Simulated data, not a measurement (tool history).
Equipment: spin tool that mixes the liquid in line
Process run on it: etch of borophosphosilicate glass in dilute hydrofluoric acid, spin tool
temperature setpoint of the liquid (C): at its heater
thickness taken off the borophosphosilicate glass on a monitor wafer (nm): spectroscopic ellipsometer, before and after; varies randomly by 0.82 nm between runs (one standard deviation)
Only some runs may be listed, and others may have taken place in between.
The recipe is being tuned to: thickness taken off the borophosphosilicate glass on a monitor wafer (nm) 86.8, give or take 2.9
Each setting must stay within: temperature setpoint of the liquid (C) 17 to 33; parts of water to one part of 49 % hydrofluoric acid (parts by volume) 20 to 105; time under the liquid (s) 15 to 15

run,hour,temperature setpoint of the liquid (C),parts of water to one part of 49 % hydrofluoric acid (parts by volume),time under the liquid (s),thickness taken off the borophosphosilicate glass on a monitor wafer (nm)
1,0,25,55,15,26.546
2,1.6,26,50,15,30.353
3,8.5,27,45,15,35.946
4,12.1,29.5,45,15,39.125
5,16.5,29.5,45,15,38.772
6,19.2,29.5,50,15,34.815
7,26.5,30,45,15,40.956
8,35,30.5,40,15,46.883
9,38.8,31,35,15,53.884
10,43.8,33,20,15,106.25
11,50.8,30.5,20,15,95.331
12,52.8,30,20,15,94.498
13,57.3,29.5,20,15,92.345

4 next moves are on the table. One of them brings every result within its allowed miss. Which?
A,61.8,28,20,15,?
B,61.8,31.5,20,15,?
C,61.8,31,20,15,?
D,61.8,30,20,15,?

move,thickness taken off the borophosphosilicate glass on a monitor wafer (nm)
A,85.326
B,98.335
C,96.382
D,92.573
A: meets every target
B: lands further from the targets than the last run did
C: lands further from the targets than the last run did
D: roughly where the last run was
The right move is A.
